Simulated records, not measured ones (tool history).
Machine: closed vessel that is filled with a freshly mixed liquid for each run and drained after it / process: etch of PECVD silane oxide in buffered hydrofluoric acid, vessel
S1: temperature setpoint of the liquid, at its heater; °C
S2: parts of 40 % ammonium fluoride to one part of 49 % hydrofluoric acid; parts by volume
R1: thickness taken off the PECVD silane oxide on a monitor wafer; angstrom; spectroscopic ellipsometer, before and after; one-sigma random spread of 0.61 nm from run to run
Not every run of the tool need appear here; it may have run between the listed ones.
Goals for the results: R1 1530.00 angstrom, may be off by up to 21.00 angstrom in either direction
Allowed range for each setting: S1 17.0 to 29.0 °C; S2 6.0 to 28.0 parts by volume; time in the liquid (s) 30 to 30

run 1 hour=0.0 | S1=21.0 S2=17.0 time_in_the_liquid_(s)=30 | R1=663.76
run 2 hour=1.1 | S1=24.5 S2=17.0 time_in_the_liquid_(s)=30 | R1=800.39
run 3 hour=5.6 | S1=24.5 S2=17.0 time_in_the_liquid_(s)=30 | R1=806.62
run 4 hour=10.0 | S1=25.5 S2=15.5 time_in_the_liquid_(s)=30 | R1=928.21
run 5 hour=11.4 | S1=25.5 S2=17.5 time_in_the_liquid_(s)=30 | R1=829.74
run 6 hour=14.5 | S1=25.5 S2=17.5 time_in_the_liquid_(s)=30 | R1=826.60
run 7 hour=17.2 | S1=26.0 S2=16.0 time_in_the_liquid_(s)=30 | R1=930.20
run 8 hour=22.8 | S1=26.5 S2=15.0 time_in_the_liquid_(s)=30 | R1=1014.90
run 9 hour=30.9 | S1=27.0 S2=14.0 time_in_the_liquid_(s)=30 | R1=1119.10
run 10 hour=39.7 | S1=27.5 S2=13.5 time_in_the_liquid_(s)=30 | R1=1189.10
run 11 hour=46.1 | S1=28.0 S2=13.0 time_in_the_liquid_(s)=30 | R1=1261.90
run 12 hour=50.2 | S1=29.0 S2=10.0 time_in_the_liquid_(s)=30 | R1=1730.50
run 13 hour=59.5 | S1=28.5 S2=10.0 time_in_the_liquid_(s)=30 | R1=1671.40
run 14 hour=67.2 | S1=28.0 S2=10.0 time_in_the_liquid_(s)=30 | R1=1632.10

Below are 4 possible settings for the next run. Only one of them brings all results inside the allowed miss of their targets. Which is it?
run A hour=74.9 | S1=28.0 S2=11.0 time_in_the_liquid_(s)=30 | R1=?
run B hour=74.9 | S1=28.5 S2=10.5 time_in_the_liquid_(s)=30 | R1=?
run C hour=74.9 | S1=28.5 S2=11.0 time_in_the_liquid_(s)=30 | R1=?
run D hour=74.9 | S1=25.0 S2=8.5 time_in_the_liquid_(s)=30 | R1=?

move=A R1=1476.20
move=B R1=1586.10
move=C R1=1515.90
move=D R1=1567.60
A: the result that was furthest off in the last run now lies on the other side of its target
B: closes in on the targets versus the last run, not all within tolerance yet
C: hits every target within its allowed miss
D: closes in on the targets versus the last run, not all within tolerance yet
The right move is C.
